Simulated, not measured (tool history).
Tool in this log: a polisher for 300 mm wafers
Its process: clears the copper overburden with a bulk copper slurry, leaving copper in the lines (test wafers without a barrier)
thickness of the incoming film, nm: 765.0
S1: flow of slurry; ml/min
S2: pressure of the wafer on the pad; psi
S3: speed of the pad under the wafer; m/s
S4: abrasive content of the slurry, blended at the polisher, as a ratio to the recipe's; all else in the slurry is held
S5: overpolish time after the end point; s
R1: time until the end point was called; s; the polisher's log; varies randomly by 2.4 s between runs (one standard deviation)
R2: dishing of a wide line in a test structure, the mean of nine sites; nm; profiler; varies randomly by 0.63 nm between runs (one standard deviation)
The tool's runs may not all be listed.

Run 1, hour 0: S1 230 ml/min, S2 1.7 psi, S3 0.9 m/s, S4 1, S5 20 s. Result: R1 185.82 s, R2 49.582 nm.
Run 2, hour 1.1: S1 230 ml/min, S2 1.6 psi, S3 0.9 m/s, S4 1, S5 16 s. Result: R1 196.14 s, R2 42.053 nm.
Run 3, hour 4: S1 230 ml/min, S2 1.6 psi, S3 0.9 m/s, S4 1, S5 13 s. Result: R1 191.64 s, R2 35.109 nm.
Run 4, hour 10.5: S1 230 ml/min, S2 1.4 psi, S3 0.9 m/s, S4 1, S5 13 s. Result: R1 219.4 s, R2 30.125 nm.
Run 5, hour 16.8: S1 230 ml/min, S2 1.4 psi, S3 1.04 m/s, S4 1, S5 13 s. Result: R1 185.6 s, R2 34.076 nm.
At hour 24.4: head pressure recalibrated.
Run 6, hour 24.4: S1 230 ml/min, S2 1.4 psi, S3 1.04 m/s, S4 1, S5 6 s. Result: R1 173.71 s, R2 19.315 nm.
Run 7, hour 26.2: S1 235 ml/min, S2 1.4 psi, S3 1.02 m/s, S4 1, S5 9 s. Result: R1 178.22 s, R2 27.771 nm.

What will run 8 give?
Run 8, hour 33: S1 235 ml/min, S2 1.4 psi, S3 1.02 m/s, S4 1, S5 10 s. Result: R1 ?, R2 ?.

{"run 8": {"R1": 177.65, "R2": 29.834}}
